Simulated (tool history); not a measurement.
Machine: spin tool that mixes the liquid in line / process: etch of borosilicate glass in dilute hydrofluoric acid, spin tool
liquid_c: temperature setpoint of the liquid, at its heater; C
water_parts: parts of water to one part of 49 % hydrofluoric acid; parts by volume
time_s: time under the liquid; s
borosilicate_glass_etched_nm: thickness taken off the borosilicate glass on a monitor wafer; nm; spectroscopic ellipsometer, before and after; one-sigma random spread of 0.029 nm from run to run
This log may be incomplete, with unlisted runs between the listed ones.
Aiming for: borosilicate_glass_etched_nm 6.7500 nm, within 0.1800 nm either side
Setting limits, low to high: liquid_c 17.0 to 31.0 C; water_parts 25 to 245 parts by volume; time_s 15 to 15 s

run,hour,liquid_c,water_parts,time_s,borosilicate_glass_etched_nm
1,0.0,23.0,135,15,2.2958
2,8.1,23.0,135,15,2.2927
3,12.8,26.0,135,15,2.5627
4,15.6,26.5,120,15,3.0041
5,22.5,26.5,145,15,2.3976
6,31.1,28.0,145,15,2.5338
7,38.9,28.5,130,15,2.9702
8,42.5,29.0,120,15,3.2551
9,47.5,29.0,120,15,3.2937
10,50.6,29.5,110,15,3.7068
11,54.4,31.0,55,15,8.6264
# hour 57.8: hydrofluoric acid flow meter replaced
12,57.8,30.0,55,15,8.7717
13,59.8,26.0,75,15,5.2534
14,60.6,26.5,75,15,5.3936

Which one of the following 4 next-run settings gets every result inside its allowed miss? There is exactly one.
A,61.4,26.5,90,15,?
B,61.4,23.5,55,15,?
C,61.4,22.5,60,15,?
D,61.4,24.0,90,15,?

move,borosilicate_glass_etched_nm
A,4.4192
B,6.7135
C,5.8677
D,4.0040
A: moves away from the targets compared with the last run
B: meets every target
C: better than the last run, though not everything is in spec
D: moves away from the targets compared with the last run
The right move is B.
